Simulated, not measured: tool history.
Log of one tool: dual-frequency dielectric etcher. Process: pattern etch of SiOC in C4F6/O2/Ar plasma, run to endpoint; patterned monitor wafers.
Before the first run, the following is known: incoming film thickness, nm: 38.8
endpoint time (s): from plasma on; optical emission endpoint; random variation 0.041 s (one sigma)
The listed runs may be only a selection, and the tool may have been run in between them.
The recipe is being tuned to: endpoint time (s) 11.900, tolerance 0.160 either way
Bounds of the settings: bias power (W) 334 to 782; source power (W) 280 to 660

{"run": 1, "day": 0.0, "bias power (W)": 558, "source power (W)": 470, "endpoint time (s)": 12.594}
{"run": 2, "day": 0.296, "bias power (W)": 567, "source power (W)": 470, "endpoint time (s)": 12.541}
{"run": 3, "day": 0.342, "bias power (W)": 567, "source power (W)": 420, "endpoint time (s)": 12.902}
{"run": 4, "day": 0.667, "bias power (W)": 580, "source power (W)": 420, "endpoint time (s)": 12.826}
{"run": 5, "day": 0.758, "bias power (W)": 592, "source power (W)": 420, "endpoint time (s)": 12.771}
{"run": 6, "day": 0.879, "bias power (W)": 605, "source power (W)": 420, "endpoint time (s)": 12.702}
{"run": 7, "day": 0.946, "bias power (W)": 618, "source power (W)": 420, "endpoint time (s)": 12.669}
{"run": 8, "day": 1.258, "bias power (W)": 632, "source power (W)": 420, "endpoint time (s)": 12.582}
{"run": 9, "day": 1.462, "bias power (W)": 645, "source power (W)": 420, "endpoint time (s)": 12.487}
{"run": 10, "day": 1.808, "bias power (W)": 724, "source power (W)": 430, "endpoint time (s)": 12.092}
{"run": 11, "day": 2.125, "bias power (W)": 728, "source power (W)": 430, "endpoint time (s)": 12.092}
{"run": 12, "day": 2.342, "bias power (W)": 728, "source power (W)": 430, "endpoint time (s)": 12.048}

Below are 4 possible settings for the next run. Only one of them brings all results inside the allowed miss of their targets. Which is it?
{"run": "A", "day": 2.558, "bias power (W)": 719, "source power (W)": 410, "endpoint time (s)": "?"}
{"run": "B", "day": 2.558, "bias power (W)": 666, "source power (W)": 450, "endpoint time (s)": "?"}
{"run": "C", "day": 2.558, "bias power (W)": 766, "source power (W)": 430, "endpoint time (s)": "?"}
{"run": "D", "day": 2.558, "bias power (W)": 659, "source power (W)": 430, "endpoint time (s)": "?"}

move=A endpoint_time_(s)=12.298
move=B endpoint_time_(s)=12.236
move=C endpoint_time_(s)=11.934
move=D endpoint_time_(s)=12.423
A: the biggest miss grows against the last run
B: the biggest miss grows against the last run
C: every result lands within tolerance
D: the biggest miss grows against the last run
Move C is the one to make.
